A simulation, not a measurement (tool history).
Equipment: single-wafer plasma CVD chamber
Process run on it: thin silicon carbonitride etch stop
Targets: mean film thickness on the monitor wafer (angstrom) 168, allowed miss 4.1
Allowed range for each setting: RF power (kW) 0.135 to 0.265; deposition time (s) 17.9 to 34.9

run  hour  RF power (kW)  deposition time (s)  mean film thickness on the monitor wafer (angstrom)
  1     0            0.2                 26.4                                                150.1
  2   5.1            0.2                 28.1                                               160.19
  3  13.8          0.205                 28.3                                               162.62
  4  20.8          0.205                 24.8                                               142.98
  5    29          0.215                 25.7                                               150.93
  6  35.7          0.215                 23.4                                               136.23
  7  38.2          0.225                 24.6                                               146.74
  8  44.8          0.235                 25.2                                               150.68
  9  50.5           0.24                 25.9                                               156.62
 10  52.2          0.245                 26.3                                               159.97
 11    61           0.25                 26.6                                               161.67

Below are 5 possible settings for the next run. Only one of them brings all results inside the allowed miss of their targets. Which is it?
  A  69.8          0.225                 25.6                                                    ?
  B  69.8           0.26                 28.4                                                    ?
  C  69.8          0.255                 28.6                                                    ?
  D  69.8           0.24                 25.1                                                    ?
  E  69.8          0.265                 27.1                                                    ?

move  mean film thickness on the monitor wafer (angstrom)
   A                                               150.51
   B                                               174.62
   C                                                174.8
   D                                               150.56
   E                                               167.61
A: its largest miss is bigger than the last run's
B: the result that was furthest off in the last run now lies on the other side of its target
C: the result that was furthest off in the last run now lies on the other side of its target
D: its largest miss is bigger than the last run's
E: hits every target within its allowed miss
The move that meets every target is E.
